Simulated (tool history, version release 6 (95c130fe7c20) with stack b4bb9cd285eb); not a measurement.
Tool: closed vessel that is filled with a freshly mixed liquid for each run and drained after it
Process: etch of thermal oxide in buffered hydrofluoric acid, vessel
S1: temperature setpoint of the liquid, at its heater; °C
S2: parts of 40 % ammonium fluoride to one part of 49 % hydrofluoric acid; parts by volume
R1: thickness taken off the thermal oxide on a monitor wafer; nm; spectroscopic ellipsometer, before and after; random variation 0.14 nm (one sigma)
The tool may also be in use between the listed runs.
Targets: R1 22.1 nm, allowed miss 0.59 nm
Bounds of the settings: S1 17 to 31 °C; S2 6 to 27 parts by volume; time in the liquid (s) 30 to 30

{"run": 1, "day": 0.0, "S1": 23, "S2": 16.5, "time in the liquid (s)": 30, "R1": 18.18}
{"run": 2, "day": 0.262, "S1": 23, "S2": 21, "time in the liquid (s)": 30, "R1": 14.54}
{"run": 3, "day": 0.504, "S1": 21, "S2": 21, "time in the liquid (s)": 30, "R1": 13.179}
{"run": 4, "day": 0.754, "S1": 22.5, "S2": 21, "time in the liquid (s)": 30, "R1": 14.2}
{"run": 5, "day": 0.954, "S1": 24, "S2": 21, "time in the liquid (s)": 30, "R1": 15.501}
{"run": 6, "day": 1.338, "S1": 22.5, "S2": 21, "time in the liquid (s)": 30, "R1": 14.195}
{"run": 7, "day": 1.488, "S1": 24, "S2": 21, "time in the liquid (s)": 30, "R1": 15.425}
{"run": 8, "day": 1.575, "S1": 25, "S2": 21, "time in the liquid (s)": 30, "R1": 16.323}
{"run": 9, "day": 1.733, "S1": 26, "S2": 21, "time in the liquid (s)": 30, "R1": 17.324}
{"run": 10, "day": 1.904, "S1": 30, "S2": 21, "time in the liquid (s)": 30, "R1": 21.154}

5 next moves are on the table. One of them brings every result within its allowed miss. Which?
{"run": "A", "day": 2.075, "S1": 28, "S2": 19, "time in the liquid (s)": 30, "R1": "?"}
{"run": "B", "day": 2.075, "S1": 31, "S2": 24, "time in the liquid (s)": 30, "R1": "?"}
{"run": "C", "day": 2.075, "S1": 29, "S2": 20, "time in the liquid (s)": 30, "R1": "?"}
{"run": "D", "day": 2.075, "S1": 29.5, "S2": 20.5, "time in the liquid (s)": 30, "R1": "?"}
{"run": "E", "day": 2.075, "S1": 31, "S2": 21.5, "time in the liquid (s)": 30, "R1": "?"}

move=A R1=20.895
move=B R1=20.561
move=C R1=20.953
move=D R1=21.156
move=E R1=22.164
A: further off than the last run
B: further off than the last run
C: further off than the last run
D: as far off as the last run
E: meets every target
The right move is E.

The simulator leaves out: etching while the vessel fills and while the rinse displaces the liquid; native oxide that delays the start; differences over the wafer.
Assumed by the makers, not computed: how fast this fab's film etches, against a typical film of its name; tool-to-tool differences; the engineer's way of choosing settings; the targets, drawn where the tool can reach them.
